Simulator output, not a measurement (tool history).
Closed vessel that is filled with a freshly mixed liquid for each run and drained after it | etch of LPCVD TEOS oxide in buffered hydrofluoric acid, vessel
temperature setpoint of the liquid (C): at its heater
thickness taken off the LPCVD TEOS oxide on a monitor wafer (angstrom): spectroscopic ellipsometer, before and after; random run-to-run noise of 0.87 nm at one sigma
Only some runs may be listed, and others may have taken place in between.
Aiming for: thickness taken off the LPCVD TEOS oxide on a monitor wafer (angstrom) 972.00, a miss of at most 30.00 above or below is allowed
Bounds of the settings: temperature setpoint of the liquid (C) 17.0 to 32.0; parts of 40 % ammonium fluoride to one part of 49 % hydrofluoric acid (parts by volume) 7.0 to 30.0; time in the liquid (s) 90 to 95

| run | hour | temperature setpoint of the liquid (C) | parts of 40 % ammonium fluoride to one part of 49 % hydrofluoric acid (parts by volume) | time in the liquid (s) | thickness taken off the LPCVD TEOS oxide on a monitor wafer (angstrom) |
|---|---|---|---|---|---|
| 1 | 0.0 | 24.0 | 19.0 | 90 | 758.24 |
| 2 | 7.0 | 20.5 | 19.0 | 90 | 628.99 |
| 3 | 10.8 | 20.5 | 16.5 | 90 | 720.80 |
| 4 | 18.7 | 19.0 | 16.5 | 90 | 652.86 |
| 5 | 26.0 | 20.5 | 16.5 | 90 | 719.98 |
| 6 | 28.1 | 20.5 | 16.5 | 95 | 753.30 |
| 7 | 29.8 | 21.5 | 16.5 | 95 | 796.22 |
| 8 | 31.6 | 22.5 | 16.5 | 95 | 851.22 |
| 9 | 33.7 | 23.0 | 16.5 | 95 | 875.47 |
| 10 | 36.3 | 23.5 | 16.5 | 95 | 891.40 |
| 11 | 38.0 | 24.0 | 16.5 | 95 | 925.00 |
| 12 | 39.6 | 24.0 | 16.5 | 95 | 927.86 |

5 next moves are on the table. One of them brings every result within its allowed miss. Which?
| A | 41.2 | 27.0 | 21.0 | 95 | ? |
| B | 41.2 | 25.0 | 16.5 | 95 | ? |
| C | 41.2 | 26.5 | 18.0 | 90 | ? |
| D | 41.2 | 24.0 | 16.5 | 90 | ? |
| E | 41.2 | 23.5 | 15.5 | 90 | ? |

| move | thickness taken off the LPCVD TEOS oxide on a monitor wafer (angstrom) |
|---|---|
| A | 871.54 |
| B | 977.62 |
| C | 921.98 |
| D | 877.05 |
| E | 907.52 |
A: further off than the last run
B: every result lands within tolerance
C: further off than the last run
D: further off than the last run
E: further off than the last run
Go with B: it meets all targets.

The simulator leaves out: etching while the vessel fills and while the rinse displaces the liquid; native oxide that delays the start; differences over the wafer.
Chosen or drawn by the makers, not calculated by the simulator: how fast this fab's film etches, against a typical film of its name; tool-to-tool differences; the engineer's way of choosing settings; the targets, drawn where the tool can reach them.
